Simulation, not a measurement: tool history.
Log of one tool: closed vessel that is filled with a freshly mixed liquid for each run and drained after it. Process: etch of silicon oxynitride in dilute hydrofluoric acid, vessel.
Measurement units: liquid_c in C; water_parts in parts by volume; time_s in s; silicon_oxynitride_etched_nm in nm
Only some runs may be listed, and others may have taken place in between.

run 1 hour=0 | liquid_c=25 water_parts=250 time_s=760 | silicon_oxynitride_etched_nm=6.129
run 2 hour=8.3 | liquid_c=27 water_parts=240 time_s=760 | silicon_oxynitride_etched_nm=7.0837
run 3 hour=18.1 | liquid_c=28.5 water_parts=235 time_s=760 | silicon_oxynitride_etched_nm=7.671
run 4 hour=19.6 | liquid_c=28.5 water_parts=235 time_s=550 | silicon_oxynitride_etched_nm=5.5918
run 5 hour=27.8 | liquid_c=28.5 water_parts=235 time_s=550 | silicon_oxynitride_etched_nm=5.4177
run 6 hour=37.3 | liquid_c=28.5 water_parts=200 time_s=550 | silicon_oxynitride_etched_nm=6.7271
run 7 hour=39.5 | liquid_c=29 water_parts=175 time_s=550 | silicon_oxynitride_etched_nm=7.9555
run 8 hour=49.1 | liquid_c=29.5 water_parts=165 time_s=550 | silicon_oxynitride_etched_nm=8.5907
run 9 hour=51.6 | liquid_c=33 water_parts=155 time_s=550 | silicon_oxynitride_etched_nm=11.114

Forecast run 10:
run 10 hour=55.5 | liquid_c=33 water_parts=155 time_s=550 | silicon_oxynitride_etched_nm=?

Run 10 produced silicon_oxynitride_etched_nm 10.829 nm.
